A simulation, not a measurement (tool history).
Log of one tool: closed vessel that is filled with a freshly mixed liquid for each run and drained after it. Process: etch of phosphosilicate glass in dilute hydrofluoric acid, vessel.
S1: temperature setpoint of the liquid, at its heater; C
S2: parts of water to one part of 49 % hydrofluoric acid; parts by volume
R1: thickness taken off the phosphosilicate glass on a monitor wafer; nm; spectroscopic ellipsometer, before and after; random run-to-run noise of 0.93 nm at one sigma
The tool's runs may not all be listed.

{"run": 1, "day": 0.0, "S1": 20, "S2": 60, "time in the liquid (s)": 85, "R1": 182.78}
{"run": 2, "day": 0.05, "S1": 19, "S2": 60, "time in the liquid (s)": 85, "R1": 175.09}
{"run": 3, "day": 0.338, "S1": 17, "S2": 60, "time in the liquid (s)": 85, "R1": 160.79}
{"run": 4, "day": 0.4, "S1": 17, "S2": 45, "time in the liquid (s)": 85, "R1": 216.52}
{"run": 5, "day": 0.746, "S1": 17, "S2": 45, "time in the liquid (s)": 85, "R1": 217.43}
{"run": 6, "day": 0.975, "S1": 17, "S2": 45, "time in the liquid (s)": 85, "R1": 215.97}
{"run": 7, "day": 1.342, "S1": 17, "S2": 50, "time in the liquid (s)": 85, "R1": 192.41}
{"run": 8, "day": 1.4, "S1": 17, "S2": 55, "time in the liquid (s)": 85, "R1": 175}
{"run": 9, "day": 1.696, "S1": 17, "S2": 60, "time in the liquid (s)": 85, "R1": 158.41}
{"run": 10, "day": 1.912, "S1": 17, "S2": 65, "time in the liquid (s)": 85, "R1": 145.01}
{"run": 11, "day": 2.229, "S1": 17.5, "S2": 65, "time in the liquid (s)": 85, "R1": 148.93}

The next listed run, before its measurement:
{"run": 12, "day": 2.575, "S1": 17, "S2": 65, "time in the liquid (s)": 85, "R1": "?"}

R1: 146.65 nm
